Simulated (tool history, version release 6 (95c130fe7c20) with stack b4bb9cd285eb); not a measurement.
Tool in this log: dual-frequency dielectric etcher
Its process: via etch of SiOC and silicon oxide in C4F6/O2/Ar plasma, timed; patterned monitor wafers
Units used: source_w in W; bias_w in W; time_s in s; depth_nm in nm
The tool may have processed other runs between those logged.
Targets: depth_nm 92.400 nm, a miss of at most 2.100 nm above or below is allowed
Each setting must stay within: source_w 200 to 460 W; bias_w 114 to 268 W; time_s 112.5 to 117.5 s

run 1 hour=0.0 | source_w=330 bias_w=191 time_s=112.5 | depth_nm=106.240
run 2 hour=8.1 | source_w=280 bias_w=191 time_s=112.5 | depth_nm=102.340
run 3 hour=10.9 | source_w=280 bias_w=178 time_s=112.5 | depth_nm=98.771
run 4 hour=16.0 | source_w=280 bias_w=178 time_s=112.5 | depth_nm=98.725
run 5 hour=17.4 | source_w=280 bias_w=200 time_s=112.5 | depth_nm=104.630
run 6 hour=25.6 | source_w=280 bias_w=200 time_s=117.5 | depth_nm=109.230
run 7 hour=34.0 | source_w=270 bias_w=189 time_s=117.0 | depth_nm=105.220
run 8 hour=36.3 | source_w=260 bias_w=182 time_s=116.5 | depth_nm=100.970
run 9 hour=40.5 | source_w=250 bias_w=179 time_s=116.5 | depth_nm=100.070
run 10 hour=44.7 | source_w=210 bias_w=155 time_s=115.0 | depth_nm=88.215
run 11 hour=51.5 | source_w=220 bias_w=156 time_s=115.0 | depth_nm=90.462

Which single option among these 4 for the next run brings every result within its allowed miss of target? Just one does.
run A hour=58.3 | source_w=250 bias_w=143 time_s=112.5 | depth_nm=?
run B hour=58.3 | source_w=200 bias_w=181 time_s=112.5 | depth_nm=?
run C hour=58.3 | source_w=200 bias_w=155 time_s=112.5 | depth_nm=?
run D hour=58.3 | source_w=240 bias_w=137 time_s=116.0 | depth_nm=?

move=A depth_nm=86.178
move=B depth_nm=92.157
move=C depth_nm=85.296
move=D depth_nm=86.056
A: misses by more than the last run did
B: in spec on every target
C: misses by more than the last run did
D: misses by more than the last run did
Answer: B
